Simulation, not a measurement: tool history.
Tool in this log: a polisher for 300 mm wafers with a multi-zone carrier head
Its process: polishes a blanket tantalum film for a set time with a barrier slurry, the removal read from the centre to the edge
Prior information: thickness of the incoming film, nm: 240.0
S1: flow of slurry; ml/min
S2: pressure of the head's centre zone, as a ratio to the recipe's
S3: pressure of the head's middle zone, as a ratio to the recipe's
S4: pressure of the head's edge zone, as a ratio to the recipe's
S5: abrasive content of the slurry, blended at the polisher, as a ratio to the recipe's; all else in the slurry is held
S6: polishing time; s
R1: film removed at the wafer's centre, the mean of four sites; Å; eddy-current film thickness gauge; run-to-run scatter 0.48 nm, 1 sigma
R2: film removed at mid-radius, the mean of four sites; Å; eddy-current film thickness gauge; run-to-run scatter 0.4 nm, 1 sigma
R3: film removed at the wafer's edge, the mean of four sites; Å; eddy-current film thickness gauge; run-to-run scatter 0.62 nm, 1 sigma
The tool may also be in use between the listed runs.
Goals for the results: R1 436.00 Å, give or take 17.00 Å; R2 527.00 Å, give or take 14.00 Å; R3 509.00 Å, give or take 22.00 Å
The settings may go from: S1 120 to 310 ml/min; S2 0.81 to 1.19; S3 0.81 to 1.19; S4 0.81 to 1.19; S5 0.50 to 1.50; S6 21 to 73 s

run 1 hour=0.0 | S1=200 S2=1.00 S3=1.00 S4=1.00 S5=1.00 S6=47 | R1=655.73 R2=644.66 R3=711.83
run 2 hour=4.4 | S1=200 S2=0.93 S3=1.00 S4=1.00 S5=1.00 S6=47 | R1=599.88 R2=655.01 R3=688.29
run 3 hour=11.2 | S1=200 S2=0.96 S3=1.00 S4=1.00 S5=1.00 S6=47 | R1=641.58 R2=646.59 R3=694.15
run 4 hour=12.7 | S1=190 S2=0.92 S3=0.99 S4=0.97 S5=0.85 S6=47 | R1=573.41 R2=593.92 R3=632.25
run 5 hour=16.0 | S1=180 S2=0.89 S3=1.01 S4=0.96 S5=0.80 S6=46 | R1=508.58 R2=569.56 R3=594.79
run 6 hour=22.3 | S1=180 S2=0.89 S3=1.01 S4=0.90 S5=0.80 S6=46 | R1=521.00 R2=573.49 R3=590.99
run 7 hour=30.1 | S1=175 S2=0.87 S3=1.02 S4=0.88 S5=0.75 S6=46 | R1=490.69 R2=559.70 R3=573.77
run 8 hour=30.8 | S1=175 S2=0.87 S3=1.04 S4=0.86 S5=0.70 S6=46 | R1=469.01 R2=551.32 R3=531.09
run 9 hour=34.2 | S1=165 S2=0.86 S3=1.04 S4=0.85 S5=0.70 S6=46 | R1=460.60 R2=538.46 R3=521.19

Below are 5 possible settings for the next run. Only one of them brings all results inside the allowed miss of their targets. Which is it?
run A hour=37.6 | S1=225 S2=0.94 S3=1.16 S4=0.86 S5=0.95 S6=36 | R1=? R2=? R3=?
run B hour=37.6 | S1=205 S2=0.88 S3=1.03 S4=0.87 S5=0.70 S6=45 | R1=? R2=? R3=?
run C hour=37.6 | S1=245 S2=0.82 S3=1.01 S4=0.83 S5=0.70 S6=43 | R1=? R2=? R3=?
run D hour=37.6 | S1=150 S2=0.92 S3=1.03 S4=0.83 S5=0.65 S6=48 | R1=? R2=? R3=?
run E hour=37.6 | S1=210 S2=0.96 S3=1.02 S4=0.87 S5=0.60 S6=47 | R1=? R2=? R3=?

move=A R1=479.58 R2=551.59 R3=487.80
move=B R1=479.57 R2=539.98 R3=527.93
move=C R1=438.59 R2=521.43 R3=503.31
move=D R1=480.13 R2=520.48 R3=506.32
move=E R1=499.52 R2=511.06 R3=503.11
A: the biggest miss grows against the last run
B: the biggest miss grows against the last run
C: meets every target
D: the biggest miss grows against the last run
E: the biggest miss grows against the last run
So the answer is move C, the one that meets all the targets.
